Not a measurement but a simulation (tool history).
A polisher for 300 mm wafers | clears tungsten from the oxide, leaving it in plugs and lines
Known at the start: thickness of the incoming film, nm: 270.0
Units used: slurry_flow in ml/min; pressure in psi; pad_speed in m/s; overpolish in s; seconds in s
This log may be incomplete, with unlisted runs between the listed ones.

| run | hour | slurry_flow | pressure | pad_speed | slurry_solids | overpolish | seconds |
|---|---|---|---|---|---|---|---|
| 1 | 0.0 | 265 | 4.3 | 0.86 | 1.0 | 13 | 47.534 |
| 2 | 5.4 | 265 | 4.3 | 0.86 | 1.0 | 14 | 46.859 |
| 3 | 8.8 | 265 | 4.3 | 0.86 | 1.0 | 14 | 47.722 |
| 4 | 13.0 | 265 | 4.3 | 0.86 | 1.0 | 13 | 47.375 |
| 5 | 17.3 | 265 | 3.8 | 0.86 | 1.0 | 13 | 53.265 |
| 6 | 20.7 | 265 | 4.0 | 0.86 | 1.0 | 13 | 50.798 |

Run 7 is up next; what results do you expect?
| 7 | 21.5 | 265 | 4.2 | 0.86 | 1.0 | 13 | ? |

Run 7 yielded seconds 48.492 s.

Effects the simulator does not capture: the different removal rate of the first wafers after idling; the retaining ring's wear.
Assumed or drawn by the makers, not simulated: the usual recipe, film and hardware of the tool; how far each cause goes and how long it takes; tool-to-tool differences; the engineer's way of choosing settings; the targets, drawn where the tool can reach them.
